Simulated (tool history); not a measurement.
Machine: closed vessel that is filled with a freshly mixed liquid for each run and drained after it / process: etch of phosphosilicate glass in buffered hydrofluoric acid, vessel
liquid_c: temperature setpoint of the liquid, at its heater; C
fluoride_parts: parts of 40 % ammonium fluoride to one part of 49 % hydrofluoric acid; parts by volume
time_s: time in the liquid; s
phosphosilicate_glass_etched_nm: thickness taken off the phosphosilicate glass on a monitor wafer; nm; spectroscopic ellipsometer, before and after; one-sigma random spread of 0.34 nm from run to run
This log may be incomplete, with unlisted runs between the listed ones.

| run | hour | liquid_c | fluoride_parts | time_s | phosphosilicate_glass_etched_nm |
|---|---|---|---|---|---|
| 1 | 0 | 24 | 17.5 | 30 | 75.575 |
| 2 | 3.4 | 24 | 14.5 | 30 | 91.573 |
| 3 | 10.3 | 24 | 14.5 | 30 | 92.682 |
| 4 | 18.2 | 22 | 15.5 | 30 | 76.002 |
| 5 | 21.3 | 20.5 | 16 | 30 | 68.133 |
| 6 | 27.4 | 19.5 | 16.5 | 30 | 63.048 |
| 7 | 36.5 | 18.5 | 17 | 30 | 57.429 |

Estimate the outcome of run 8 from the log above:
| 8 | 42 | 18 | 17 | 30 | ? |

For run 8 the tool returned phosphosilicate_glass_etched_nm 55.988 nm.
